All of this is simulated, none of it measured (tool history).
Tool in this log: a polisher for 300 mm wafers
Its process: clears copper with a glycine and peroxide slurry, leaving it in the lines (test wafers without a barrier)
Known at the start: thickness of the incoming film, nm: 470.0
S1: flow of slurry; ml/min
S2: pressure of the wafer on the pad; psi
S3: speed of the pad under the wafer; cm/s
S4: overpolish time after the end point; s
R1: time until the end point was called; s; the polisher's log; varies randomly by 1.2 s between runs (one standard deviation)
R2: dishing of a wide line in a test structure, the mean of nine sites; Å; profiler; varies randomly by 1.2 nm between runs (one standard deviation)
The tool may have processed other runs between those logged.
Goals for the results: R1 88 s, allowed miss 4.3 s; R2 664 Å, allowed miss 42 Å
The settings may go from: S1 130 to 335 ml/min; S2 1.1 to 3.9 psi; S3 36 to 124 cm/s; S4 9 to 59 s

{"run": 1, "hour": 0.0, "S1": 215, "S2": 2.5, "S3": 80, "S4": 30, "R1": 122.6, "R2": 788.2}
{"run": 2, "hour": 1.0, "S1": 215, "S2": 2.5, "S3": 80, "S4": 18, "R1": 124.11, "R2": 529.79}
{"run": 3, "hour": 5.7, "S1": 215, "S2": 2.5, "S3": 80, "S4": 10, "R1": 125.02, "R2": 320.32}
{"run": 4, "hour": 11.3, "S1": 170, "S2": 2.5, "S3": 80, "S4": 10, "R1": 124.79, "R2": 323.68}
{"run": 5, "hour": 19.1, "S1": 170, "S2": 2.9, "S3": 80, "S4": 10, "R1": 114.58, "R2": 350.14}
{"run": 6, "hour": 25.5, "S1": 130, "S2": 2.9, "S3": 80, "S4": 10, "R1": 117.62, "R2": 344.57}
{"run": 7, "hour": 33.7, "S1": 130, "S2": 2.9, "S3": 80, "S4": 10, "R1": 115.69, "R2": 333.39}
{"run": 8, "hour": 36.7, "S1": 140, "S2": 3.1, "S3": 80, "S4": 13, "R1": 112.86, "R2": 456.2}
{"run": 9, "hour": 42.7, "S1": 200, "S2": 3.6, "S3": 96, "S4": 10, "R1": 83.314, "R2": 460.5}
{"run": 10, "hour": 43.6, "S1": 200, "S2": 3.6, "S3": 94, "S4": 12, "R1": 84.579, "R2": 514.3}
{"run": 11, "hour": 44.7, "S1": 200, "S2": 3.6, "S3": 92, "S4": 14, "R1": 89.166, "R2": 589.71}
{"hour": 51.6, "done": "slurry nozzle cleaned"}
{"run": 12, "hour": 51.6, "S1": 205, "S2": 3.7, "S3": 92, "S4": 14, "R1": 82.482, "R2": 624.44}
{"run": 13, "hour": 57.9, "S1": 205, "S2": 3.7, "S3": 90, "S4": 14, "R1": 81.454, "R2": 580.31}
{"run": 14, "hour": 65.3, "S1": 200, "S2": 3.6, "S3": 90, "S4": 15, "R1": 84.907, "R2": 615.91}
{"run": 15, "hour": 67.7, "S1": 200, "S2": 3.6, "S3": 88, "S4": 15, "R1": 87.845, "R2": 612.37}
{"run": 16, "hour": 76.1, "S1": 205, "S2": 3.6, "S3": 86, "S4": 15, "R1": 87.893, "R2": 588.74}

Consider the 5 candidate settings below. Which is the only one whose results all fall within their allowed miss of target?
{"run": "A", "hour": 84.5, "S1": 250, "S2": 3.7, "S3": 82, "S4": 13, "R1": "?", "R2": "?"}
{"run": "B", "hour": 84.5, "S1": 185, "S2": 3.8, "S3": 92, "S4": 19, "R1": "?", "R2": "?"}
{"run": "C", "hour": 84.5, "S1": 240, "S2": 3.9, "S3": 80, "S4": 17, "R1": "?", "R2": "?"}
{"run": "D", "hour": 84.5, "S1": 145, "S2": 3.9, "S3": 82, "S4": 21, "R1": "?", "R2": "?"}
{"run": "E", "hour": 84.5, "S1": 205, "S2": 3.5, "S3": 82, "S4": 12, "R1": "?", "R2": "?"}

move=A R1=86.916 R2=545.71
move=B R1=79.464 R2=783.28
move=C R1=85.599 R2=685.51
move=D R1=87.462 R2=789.75
move=E R1=91.892 R2=486.93
A: lands further from the targets than the last run did
B: takes the biggest miss from the last run beyond its target
C: every result lands within tolerance
D: takes the biggest miss from the last run beyond its target
E: lands further from the targets than the last run did
Answer: C

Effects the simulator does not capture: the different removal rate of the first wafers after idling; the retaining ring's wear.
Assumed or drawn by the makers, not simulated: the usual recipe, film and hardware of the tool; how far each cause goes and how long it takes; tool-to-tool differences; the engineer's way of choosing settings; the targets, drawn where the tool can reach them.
